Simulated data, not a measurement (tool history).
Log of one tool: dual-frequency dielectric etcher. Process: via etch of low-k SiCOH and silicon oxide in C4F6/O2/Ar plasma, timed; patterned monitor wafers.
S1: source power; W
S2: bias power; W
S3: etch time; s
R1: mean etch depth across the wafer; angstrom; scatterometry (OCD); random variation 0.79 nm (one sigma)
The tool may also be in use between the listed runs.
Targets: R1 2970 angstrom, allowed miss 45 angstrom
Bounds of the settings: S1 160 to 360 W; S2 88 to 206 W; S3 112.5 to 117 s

run	hour	S1	S2	S3	R1
1	0	260	147	112.5	2620.3
2	4.7	260	170	112.5	2730.3
3	9	260	170	112.5	2734.4
4	12.7	270	171	112.5	2780.7
5	15.9	270	191	112.5	2860
6	19.8	270	174	112.5	2794.4
7	25.3	280	175	112.5	2840.4
8	28	290	176	112.5	2864.2
9	29.4	300	177	112.5	2913.4

5 next moves are on the table. One of them brings every result within its allowed miss. Which?
A	30.8	300	169	112.5	?
B	30.8	280	154	114	?
C	30.8	290	187	115	?
D	30.8	270	199	113	?
E	30.8	290	157	116	?

move	R1
A	2883.9
B	2781.9
C	2989.1
D	2908.9
E	2881.9
A: further off than the last run
B: further off than the last run
C: meets every target
D: further off than the last run
E: further off than the last run
Answer: C
